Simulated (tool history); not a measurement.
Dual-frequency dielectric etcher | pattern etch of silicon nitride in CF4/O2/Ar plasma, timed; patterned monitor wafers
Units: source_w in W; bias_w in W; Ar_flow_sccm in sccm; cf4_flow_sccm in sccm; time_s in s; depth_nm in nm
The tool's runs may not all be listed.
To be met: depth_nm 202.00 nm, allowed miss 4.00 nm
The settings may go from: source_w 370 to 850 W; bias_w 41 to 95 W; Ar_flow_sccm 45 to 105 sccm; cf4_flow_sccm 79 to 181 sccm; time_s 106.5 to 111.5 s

run,hour,source_w,bias_w,Ar_flow_sccm,cf4_flow_sccm,time_s,depth_nm
1,0.0,610,68,75,130,106.5,315.44
2,7.1,610,68,65,130,106.5,321.94
3,14.5,610,68,76,130,106.5,312.45
4,16.1,610,68,76,142,106.5,315.30
5,22.3,610,68,76,142,106.5,318.65
6,29.4,550,64,78,141,106.5,283.12
7,38.1,510,61,79,140,106.5,260.27
# hour 46.0: source power generator calibrated
8,46.0,480,59,80,140,106.5,234.88
9,46.6,480,59,80,140,106.5,236.23
10,54.5,460,59,80,140,106.5,226.39
11,61.8,450,59,80,140,106.5,223.49

5 next moves are on the table. One of them brings every result within its allowed miss. Which?
A,69.1,410,58,91,150,106.5,?
B,69.1,440,55,82,141,106.5,?
C,69.1,370,76,45,112,107.5,?
D,69.1,450,41,67,149,111.5,?
E,69.1,460,65,83,156,111.5,?

move,depth_nm
A,202.02
B,212.17
C,216.45
D,212.41
E,246.78
A: meets every target
B: nearer than the last run, and not there yet
C: nearer than the last run, and not there yet
D: nearer than the last run, and not there yet
E: further off than the last run
Move A is the one to make.

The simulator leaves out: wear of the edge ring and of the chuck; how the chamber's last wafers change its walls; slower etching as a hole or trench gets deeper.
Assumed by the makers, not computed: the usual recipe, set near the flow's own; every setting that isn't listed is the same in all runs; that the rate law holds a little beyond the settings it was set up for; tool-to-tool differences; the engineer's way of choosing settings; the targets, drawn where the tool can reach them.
